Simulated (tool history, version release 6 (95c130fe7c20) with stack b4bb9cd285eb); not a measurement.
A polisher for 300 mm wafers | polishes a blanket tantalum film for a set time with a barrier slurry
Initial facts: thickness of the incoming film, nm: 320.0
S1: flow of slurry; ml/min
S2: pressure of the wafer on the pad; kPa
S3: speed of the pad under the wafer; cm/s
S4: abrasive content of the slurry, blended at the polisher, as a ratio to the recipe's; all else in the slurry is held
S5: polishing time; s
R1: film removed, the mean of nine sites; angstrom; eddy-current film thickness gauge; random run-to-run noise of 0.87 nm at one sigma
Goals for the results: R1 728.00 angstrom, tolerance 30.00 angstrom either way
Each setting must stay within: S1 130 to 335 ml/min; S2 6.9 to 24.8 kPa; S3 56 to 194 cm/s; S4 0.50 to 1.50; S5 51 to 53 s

{"run": 1, "day": 0.0, "S1": 215, "S2": 15.9, "S3": 124, "S4": 1.0, "S5": 51, "R1": 1038.6}
{"run": 2, "day": 0.275, "S1": 165, "S2": 15.9, "S3": 124, "S4": 1.0, "S5": 51, "R1": 986.28}
{"run": 3, "day": 0.612, "S1": 165, "S2": 14.5, "S3": 124, "S4": 1.0, "S5": 51, "R1": 918.73}
{"run": 4, "day": 0.942, "S1": 165, "S2": 13.8, "S3": 124, "S4": 1.0, "S5": 51, "R1": 858.02}
{"run": 5, "day": 0.983, "S1": 165, "S2": 13.1, "S3": 124, "S4": 1.0, "S5": 51, "R1": 838.65}
{"run": 6, "day": 1.333, "S1": 165, "S2": 15.9, "S3": 124, "S4": 1.0, "S5": 51, "R1": 973.84}
{"run": 7, "day": 1.554, "S1": 160, "S2": 14.5, "S3": 124, "S4": 1.0, "S5": 51, "R1": 909.56}
{"run": 8, "day": 1.879, "S1": 160, "S2": 13.8, "S3": 124, "S4": 1.0, "S5": 51, "R1": 870.99}
{"run": 9, "day": 2.146, "S1": 160, "S2": 13.1, "S3": 124, "S4": 1.0, "S5": 51, "R1": 827.85}
{"run": 10, "day": 2.442, "S1": 160, "S2": 12.4, "S3": 124, "S4": 1.0, "S5": 51, "R1": 801.49}

Exercise: of the 5 proposed moves below, exactly one satisfies all targets within the stated allowed misses. Which move is it?
{"run": "A", "day": 2.738, "S1": 135, "S2": 10.3, "S3": 120, "S4": 1.1, "S5": 51, "R1": "?"}
{"run": "B", "day": 2.738, "S1": 195, "S2": 10.3, "S3": 130, "S4": 0.95, "S5": 53, "R1": "?"}
{"run": "C", "day": 2.738, "S1": 170, "S2": 13.1, "S3": 130, "S4": 0.65, "S5": 53, "R1": "?"}
{"run": "D", "day": 2.738, "S1": 145, "S2": 15.2, "S3": 120, "S4": 1.0, "S5": 53, "R1": "?"}
{"run": "E", "day": 2.738, "S1": 135, "S2": 11.7, "S3": 138, "S4": 0.95, "S5": 53, "R1": "?"}

move=A R1=636.81
move=B R1=710.27
move=C R1=780.66
move=D R1=942.93
move=E R1=799.28
A: takes the biggest miss from the last run beyond its target
B: hits every target within its allowed miss
C: nearer the targets than the last run, but a result is still out of spec
D: the biggest miss grows against the last run
E: no nearer and no further than the last run
The move that meets every target is B.
